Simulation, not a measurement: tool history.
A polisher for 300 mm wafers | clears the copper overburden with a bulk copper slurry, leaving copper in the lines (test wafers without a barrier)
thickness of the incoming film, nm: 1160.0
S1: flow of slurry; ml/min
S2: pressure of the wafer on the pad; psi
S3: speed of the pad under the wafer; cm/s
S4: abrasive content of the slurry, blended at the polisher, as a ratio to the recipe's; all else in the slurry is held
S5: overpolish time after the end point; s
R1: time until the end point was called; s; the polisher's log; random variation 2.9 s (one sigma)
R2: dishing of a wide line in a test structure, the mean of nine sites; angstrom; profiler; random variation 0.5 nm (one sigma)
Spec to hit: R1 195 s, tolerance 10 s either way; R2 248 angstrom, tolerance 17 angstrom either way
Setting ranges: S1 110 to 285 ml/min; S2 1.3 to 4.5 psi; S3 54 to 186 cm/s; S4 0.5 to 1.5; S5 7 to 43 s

Run 1, hour 0: S1 180 ml/min, S2 2.9 psi, S3 118 cm/s, S4 1, S5 22 s. Result: R1 102.21 s, R2 788.8 angstrom.
Run 2, hour 5.4: S1 180 ml/min, S2 2.6 psi, S3 114 cm/s, S4 1, S5 19 s. Result: R1 117.48 s, R2 685.66 angstrom.
Run 3, hour 10.4: S1 190 ml/min, S2 2.3 psi, S3 108 cm/s, S4 1.05, S5 17 s. Result: R1 136.15 s, R2 584.92 angstrom.
Run 4, hour 16.3: S1 210 ml/min, S2 2.1 psi, S3 102 cm/s, S4 1.15, S5 15 s. Result: R1 147.14 s, R2 510.35 angstrom.
Run 5, hour 20.6: S1 210 ml/min, S2 2.1 psi, S3 124 cm/s, S4 1.15, S5 15 s. Result: R1 129.52 s, R2 556.53 angstrom.
Run 6, hour 23.5: S1 225 ml/min, S2 1.9 psi, S3 116 cm/s, S4 1.2, S5 13 s. Result: R1 149.49 s, R2 479.53 angstrom.
Run 7, hour 31: S1 275 ml/min, S2 1.3 psi, S3 94 cm/s, S4 1.45, S5 7 s. Result: R1 232.14 s, R2 205.35 angstrom.
Run 8, hour 34.4: S1 265 ml/min, S2 1.8 psi, S3 96 cm/s, S4 1.45, S5 7 s. Result: R1 164.54 s, R2 281.75 angstrom.
Run 9, hour 39.5: S1 265 ml/min, S2 1.7 psi, S3 96 cm/s, S4 1.45, S5 7 s. Result: R1 176.18 s, R2 269.73 angstrom.

5 next moves are on the table. One of them brings every result within its allowed miss. Which?
Run A, hour 44.6: S1 275 ml/min, S2 1.8 psi, S3 108 cm/s, S4 1.5, S5 7 s. Result: R1 ?, R2 ?.
Run B, hour 44.6: S1 270 ml/min, S2 1.7 psi, S3 100 cm/s, S4 1.5, S5 7 s. Result: R1 ?, R2 ?.
Run C, hour 44.6: S1 265 ml/min, S2 1.5 psi, S3 100 cm/s, S4 1.45, S5 7 s. Result: R1 ?, R2 ?.
Run D, hour 44.6: S1 285 ml/min, S2 1.8 psi, S3 92 cm/s, S4 1.5, S5 7 s. Result: R1 ?, R2 ?.
Run E, hour 44.6: S1 255 ml/min, S2 2 psi, S3 94 cm/s, S4 1.5, S5 7 s. Result: R1 ?, R2 ?.

move      R1      R2
   A  149.62  289.12
   B  166.84  263.96
   C  189.34  235.91
   D  166.16  266.14
   E  149.84  291.59
A: moves away from the targets compared with the last run
B: moves away from the targets compared with the last run
C: hits every target within its allowed miss
D: moves away from the targets compared with the last run
E: moves away from the targets compared with the last run
The move that meets every target is C.

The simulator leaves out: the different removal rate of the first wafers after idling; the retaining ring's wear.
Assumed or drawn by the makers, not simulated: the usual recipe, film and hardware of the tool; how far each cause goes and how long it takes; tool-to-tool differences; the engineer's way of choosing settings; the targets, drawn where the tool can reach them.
